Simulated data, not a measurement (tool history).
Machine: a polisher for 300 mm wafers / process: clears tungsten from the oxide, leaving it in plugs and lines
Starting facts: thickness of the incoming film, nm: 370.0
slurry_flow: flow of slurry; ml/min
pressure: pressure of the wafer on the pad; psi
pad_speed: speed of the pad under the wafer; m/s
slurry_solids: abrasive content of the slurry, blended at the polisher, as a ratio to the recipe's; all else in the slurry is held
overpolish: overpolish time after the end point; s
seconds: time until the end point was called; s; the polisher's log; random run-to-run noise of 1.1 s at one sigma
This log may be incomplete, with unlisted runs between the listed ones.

Run 1, hour 0: slurry_flow 230 ml/min, pressure 2.9 psi, pad_speed 1.38 m/s, slurry_solids 1, overpolish 47 s. Result: seconds 80.974 s.
Run 2, hour 0.7: slurry_flow 230 ml/min, pressure 2.6 psi, pad_speed 1.38 m/s, slurry_solids 1, overpolish 47 s. Result: seconds 87.248 s.
Run 3, hour 4: slurry_flow 205 ml/min, pressure 2.6 psi, pad_speed 1.38 m/s, slurry_solids 1, overpolish 47 s. Result: seconds 88.497 s.
Run 4, hour 11.3: slurry_flow 205 ml/min, pressure 2.6 psi, pad_speed 1.64 m/s, slurry_solids 1, overpolish 47 s. Result: seconds 73.433 s.
Run 5, hour 14.2: slurry_flow 260 ml/min, pressure 2.6 psi, pad_speed 1.64 m/s, slurry_solids 1, overpolish 47 s. Result: seconds 71.518 s.
Run 6, hour 15.1: slurry_flow 260 ml/min, pressure 3.1 psi, pad_speed 1.64 m/s, slurry_solids 1, overpolish 47 s. Result: seconds 64.134 s.
Run 7, hour 22.4: slurry_flow 260 ml/min, pressure 3.1 psi, pad_speed 1.64 m/s, slurry_solids 1, overpolish 47 s. Result: seconds 64.08 s.
Run 8, hour 25.1: slurry_flow 260 ml/min, pressure 2.5 psi, pad_speed 1.58 m/s, slurry_solids 1, overpolish 47 s. Result: seconds 76.411 s.
Run 9, hour 27.1: slurry_flow 260 ml/min, pressure 2.1 psi, pad_speed 1.54 m/s, slurry_solids 1, overpolish 47 s. Result: seconds 85.259 s.

Expected results for the next run?
Run 10, hour 35.5: slurry_flow 255 ml/min, pressure 1.8 psi, pad_speed 1.5 m/s, slurry_solids 1, overpolish 47 s. Result: seconds ?.

{"run 10": {"seconds": 94.615}}
